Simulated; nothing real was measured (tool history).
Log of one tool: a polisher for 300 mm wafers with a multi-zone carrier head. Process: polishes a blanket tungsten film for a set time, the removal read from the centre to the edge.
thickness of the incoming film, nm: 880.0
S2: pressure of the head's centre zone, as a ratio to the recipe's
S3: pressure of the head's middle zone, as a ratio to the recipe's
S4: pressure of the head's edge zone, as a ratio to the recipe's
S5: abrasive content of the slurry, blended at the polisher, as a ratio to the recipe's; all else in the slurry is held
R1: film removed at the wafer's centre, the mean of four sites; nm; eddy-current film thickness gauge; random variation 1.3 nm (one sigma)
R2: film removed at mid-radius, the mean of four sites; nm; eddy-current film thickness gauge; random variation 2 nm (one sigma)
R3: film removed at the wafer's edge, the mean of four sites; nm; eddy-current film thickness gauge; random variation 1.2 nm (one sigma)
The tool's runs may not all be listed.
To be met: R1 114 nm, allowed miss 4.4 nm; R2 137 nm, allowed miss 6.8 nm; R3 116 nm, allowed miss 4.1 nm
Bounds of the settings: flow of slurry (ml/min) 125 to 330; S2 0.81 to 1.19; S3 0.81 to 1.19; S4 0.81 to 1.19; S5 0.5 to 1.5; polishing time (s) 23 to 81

{"run": 1, "hour": 0.0, "flow of slurry (ml/min)": 210, "S2": 1, "S3": 1, "S4": 1, "S5": 1, "polishing time (s)": 52, "R1": 220.83, "R2": 218.92, "R3": 214.47}
{"run": 2, "hour": 5.6, "flow of slurry (ml/min)": 210, "S2": 0.95, "S3": 1, "S4": 1, "S5": 1, "polishing time (s)": 52, "R1": 207.57, "R2": 223.18, "R3": 209.87}
{"run": 3, "hour": 12.6, "flow of slurry (ml/min)": 205, "S2": 0.93, "S3": 0.99, "S4": 0.97, "S5": 0.9, "polishing time (s)": 48, "R1": 187.02, "R2": 190.46, "R3": 189.05}
{"run": 4, "hour": 14.9, "flow of slurry (ml/min)": 235, "S2": 0.93, "S3": 0.99, "S4": 0.97, "S5": 0.9, "polishing time (s)": 48, "R1": 190.15, "R2": 199.45, "R3": 186.75}
{"run": 5, "hour": 23.6, "flow of slurry (ml/min)": 235, "S2": 0.89, "S3": 0.99, "S4": 0.97, "S5": 0.9, "polishing time (s)": 48, "R1": 182.1, "R2": 204.51, "R3": 189.06}
{"run": 6, "hour": 32.0, "flow of slurry (ml/min)": 240, "S2": 0.88, "S3": 1.01, "S4": 0.96, "S5": 0.85, "polishing time (s)": 44, "R1": 163.46, "R2": 179.23, "R3": 171.85}
{"run": 7, "hour": 34.0, "flow of slurry (ml/min)": 260, "S2": 0.87, "S3": 1.05, "S4": 0.93, "S5": 0.85, "polishing time (s)": 41, "R1": 153.73, "R2": 176.42, "R3": 155.85}
{"run": 8, "hour": 36.3, "flow of slurry (ml/min)": 260, "S2": 0.86, "S3": 1.07, "S4": 0.91, "S5": 0.8, "polishing time (s)": 40, "R1": 142.26, "R2": 177.7, "R3": 150.1}
{"run": 9, "hour": 43.3, "flow of slurry (ml/min)": 265, "S2": 0.86, "S3": 1.06, "S4": 0.9, "S5": 0.75, "polishing time (s)": 38, "R1": 136.14, "R2": 161.42, "R3": 143.27}
{"run": 10, "hour": 52.0, "flow of slurry (ml/min)": 270, "S2": 0.87, "S3": 1.07, "S4": 0.89, "S5": 0.7, "polishing time (s)": 37, "R1": 130.61, "R2": 158.52, "R3": 134.46}
{"run": 11, "hour": 53.5, "flow of slurry (ml/min)": 240, "S2": 0.85, "S3": 1, "S4": 0.81, "S5": 0.5, "polishing time (s)": 35, "R1": 108.6, "R2": 127.35, "R3": 112.31}
{"run": 12, "hour": 59.4, "flow of slurry (ml/min)": 245, "S2": 0.85, "S3": 1.01, "S4": 0.81, "S5": 0.5, "polishing time (s)": 35, "R1": 109.33, "R2": 126.08, "R3": 112.81}
{"run": 13, "hour": 60.3, "flow of slurry (ml/min)": 250, "S2": 0.85, "S3": 1.02, "S4": 0.81, "S5": 0.5, "polishing time (s)": 35, "R1": 108.33, "R2": 128.16, "R3": 112.2}

4 next moves are on the table. One of them brings every result within its allowed miss. Which?
{"run": "A", "hour": 61.2, "flow of slurry (ml/min)": 280, "S2": 0.85, "S3": 1.05, "S4": 0.81, "S5": 0.55, "polishing time (s)": 35, "R1": "?", "R2": "?", "R3": "?"}
{"run": "B", "hour": 61.2, "flow of slurry (ml/min)": 220, "S2": 0.91, "S3": 0.96, "S4": 0.87, "S5": 0.6, "polishing time (s)": 34, "R1": "?", "R2": "?", "R3": "?"}
{"run": "C", "hour": 61.2, "flow of slurry (ml/min)": 255, "S2": 0.97, "S3": 0.95, "S4": 0.81, "S5": 0.55, "polishing time (s)": 35, "R1": "?", "R2": "?", "R3": "?"}
{"run": "D", "hour": 61.2, "flow of slurry (ml/min)": 230, "S2": 1, "S3": 0.99, "S4": 0.81, "S5": 0.6, "polishing time (s)": 32, "R1": "?", "R2": "?", "R3": "?"}

move=A R1=113.83 R2=139.27 R3=116.04
move=B R1=117.04 R2=124.39 R3=115.57
move=C R1=128.42 R2=126.55 R3=115.26
move=D R1=122 R2=120.83 R3=106.6
A: meets every target
B: further off than the last run
C: further off than the last run
D: further off than the last run
Move A is the one to make.

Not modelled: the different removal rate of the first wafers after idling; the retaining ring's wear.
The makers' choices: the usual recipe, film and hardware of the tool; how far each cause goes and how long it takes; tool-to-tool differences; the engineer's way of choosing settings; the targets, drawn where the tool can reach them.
